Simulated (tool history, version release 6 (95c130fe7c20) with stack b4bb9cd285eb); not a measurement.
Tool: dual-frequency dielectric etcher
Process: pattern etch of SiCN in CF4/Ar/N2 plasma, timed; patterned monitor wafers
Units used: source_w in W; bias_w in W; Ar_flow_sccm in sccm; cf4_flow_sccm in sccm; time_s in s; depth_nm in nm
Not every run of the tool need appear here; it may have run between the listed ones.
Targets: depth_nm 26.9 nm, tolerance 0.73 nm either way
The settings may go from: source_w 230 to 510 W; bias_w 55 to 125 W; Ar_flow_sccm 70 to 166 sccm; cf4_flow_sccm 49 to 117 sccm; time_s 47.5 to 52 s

Run 1, hour 0: source_w 370 W, bias_w 90 W, Ar_flow_sccm 118 sccm, cf4_flow_sccm 83 sccm, time_s 52 s. Result: depth_nm 40.616 nm.
Run 2, hour 1.7: source_w 340 W, bias_w 86 W, Ar_flow_sccm 120 sccm, cf4_flow_sccm 82 sccm, time_s 52 s. Result: depth_nm 36.517 nm.
Run 3, hour 3.3: source_w 320 W, bias_w 85 W, Ar_flow_sccm 120 sccm, cf4_flow_sccm 82 sccm, time_s 52 s. Result: depth_nm 34.061 nm.
Run 4, hour 11.2: source_w 320 W, bias_w 72 W, Ar_flow_sccm 120 sccm, cf4_flow_sccm 82 sccm, time_s 52 s. Result: depth_nm 31.237 nm.
Run 5, hour 19.7: source_w 310 W, bias_w 72 W, Ar_flow_sccm 120 sccm, cf4_flow_sccm 82 sccm, time_s 52 s. Result: depth_nm 30.316 nm.
Run 6, hour 24.1: source_w 300 W, bias_w 72 W, Ar_flow_sccm 120 sccm, cf4_flow_sccm 82 sccm, time_s 52 s. Result: depth_nm 29.603 nm.
Run 7, hour 28.4: source_w 290 W, bias_w 72 W, Ar_flow_sccm 120 sccm, cf4_flow_sccm 82 sccm, time_s 52 s. Result: depth_nm 28.4 nm.
Run 8, hour 33.9: source_w 290 W, bias_w 72 W, Ar_flow_sccm 120 sccm, cf4_flow_sccm 82 sccm, time_s 52 s. Result: depth_nm 28.631 nm.
Run 9, hour 35.9: source_w 260 W, bias_w 71 W, Ar_flow_sccm 120 sccm, cf4_flow_sccm 82 sccm, time_s 52 s. Result: depth_nm 25.393 nm.

4 next moves are on the table. One of them brings every result within its allowed miss. Which?
Run A, hour 37.9: source_w 270 W, bias_w 66 W, Ar_flow_sccm 112 sccm, cf4_flow_sccm 88 sccm, time_s 50 s. Result: depth_nm ?.
Run B, hour 37.9: source_w 300 W, bias_w 64 W, Ar_flow_sccm 121 sccm, cf4_flow_sccm 77 sccm, time_s 47.5 s. Result: depth_nm ?.
Run C, hour 37.9: source_w 290 W, bias_w 66 W, Ar_flow_sccm 98 sccm, cf4_flow_sccm 85 sccm, time_s 48.5 s. Result: depth_nm ?.
Run D, hour 37.9: source_w 280 W, bias_w 73 W, Ar_flow_sccm 134 sccm, cf4_flow_sccm 82 sccm, time_s 47.5 s. Result: depth_nm ?.

move  depth_nm
   A    24.803
   B    25.002
   C     26.29
   D    24.678
A: lands further from the targets than the last run did
B: lands further from the targets than the last run did
C: meets every target
D: lands further from the targets than the last run did
Answer: C
